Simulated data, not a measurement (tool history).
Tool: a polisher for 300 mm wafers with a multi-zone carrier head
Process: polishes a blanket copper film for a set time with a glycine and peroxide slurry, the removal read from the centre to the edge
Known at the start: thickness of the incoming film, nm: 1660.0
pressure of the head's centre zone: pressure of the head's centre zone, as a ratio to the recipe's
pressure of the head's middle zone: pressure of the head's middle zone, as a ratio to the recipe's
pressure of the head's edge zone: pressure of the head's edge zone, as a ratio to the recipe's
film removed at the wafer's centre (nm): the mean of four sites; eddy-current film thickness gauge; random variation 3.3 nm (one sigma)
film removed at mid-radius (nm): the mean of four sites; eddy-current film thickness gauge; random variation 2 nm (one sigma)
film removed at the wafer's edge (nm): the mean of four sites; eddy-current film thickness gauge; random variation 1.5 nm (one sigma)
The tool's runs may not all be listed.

run  hour  flow of slurry (ml/min)  pressure of the head's centre zone  pressure of the head's middle zone  pressure of the head's edge zone  polishing time (s)  film removed at the wafer's centre (nm)  film removed at mid-radius (nm)  film removed at the wafer's edge (nm)
  1     0                      145                                   1                                   1                                 1                  60                                   233.03                            226.6                                  231.8
  2   8.7                      145                                1.07                                   1                                 1                  60                                   248.72                           226.84                                 230.76
  3  13.2                      145                                1.07                                   1                              0.97                  60                                   247.69                           228.76                                 229.24
  4  14.3                      150                                1.06                                1.02                              0.97                  60                                   250.72                           233.27                                 230.24
  5  18.9                      150                                1.06                                1.02                              0.97                  70                                    286.6                           276.05                                 267.77
  6  19.7                      150                                1.06                                1.02                              0.94                  70                                   293.66                           269.83                                 265.29

Forecast run 7:
  7  20.3                      140                                1.04                                1.04                              0.93                  69                                        ?                                ?                                      ?

film removed at the wafer's centre (nm): 265.95
film removed at mid-radius (nm): 267.05
film removed at the wafer's edge (nm): 254.57
